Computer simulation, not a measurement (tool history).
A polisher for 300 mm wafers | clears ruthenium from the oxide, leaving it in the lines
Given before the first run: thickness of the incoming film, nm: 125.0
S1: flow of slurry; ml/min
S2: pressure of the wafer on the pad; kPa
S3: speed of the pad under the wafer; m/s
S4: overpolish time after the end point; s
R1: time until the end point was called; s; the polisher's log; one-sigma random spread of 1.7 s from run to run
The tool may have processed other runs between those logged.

| run | hour | S1 | S2 | S3 | S4 | R1 |
|---|---|---|---|---|---|---|
| 1 | 0.0 | 315 | 11.0 | 0.98 | 37 | 170.13 |
| 2 | 8.7 | 315 | 11.7 | 0.98 | 37 | 155.37 |
| 3 | 14.4 | 315 | 12.4 | 0.98 | 37 | 148.38 |
| 4 | 15.4 | 315 | 13.1 | 0.98 | 37 | 141.46 |
| 5 | 21.6 | 315 | 15.2 | 1.00 | 37 | 118.92 |
| 6 | 27.5 | 315 | 13.1 | 1.00 | 37 | 143.19 |

Run 7 has not been measured yet. What should we expect?
| 7 | 32.7 | 315 | 13.8 | 1.00 | 37 | ? |

R1: 134.38 s

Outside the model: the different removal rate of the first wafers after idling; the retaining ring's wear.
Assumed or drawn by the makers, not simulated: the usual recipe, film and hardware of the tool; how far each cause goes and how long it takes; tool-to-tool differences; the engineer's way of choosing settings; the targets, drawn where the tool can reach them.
